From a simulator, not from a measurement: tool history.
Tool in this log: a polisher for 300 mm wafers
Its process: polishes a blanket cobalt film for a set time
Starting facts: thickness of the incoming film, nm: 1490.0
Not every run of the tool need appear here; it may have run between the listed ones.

| run | hour | flow of slurry (ml/min) | pressure of the wafer on the pad (psi) | speed of the pad under the wafer (m/s) | polishing time (s) | film removed (nm) |
|---|---|---|---|---|---|---|
| 1 | 0.0 | 130 | 1.5 | 1.00 | 43 | 144.91 |
| 2 | 7.8 | 130 | 1.5 | 1.00 | 46 | 157.29 |
| 3 | 10.5 | 130 | 1.5 | 1.00 | 43 | 147.18 |
| 4 | 15.1 | 130 | 1.5 | 1.00 | 43 | 141.18 |
| 5 | 20.1 | 150 | 1.5 | 1.00 | 43 | 151.88 |
| 6 | 26.2 | 150 | 1.5 | 1.00 | 43 | 146.35 |
| 7 | 31.5 | 150 | 1.3 | 0.94 | 43 | 118.11 |

What will run 8 give?
| 8 | 36.2 | 150 | 1.1 | 0.92 | 43 | ? |

{"run 8": {"film removed (nm)": 101.92}}
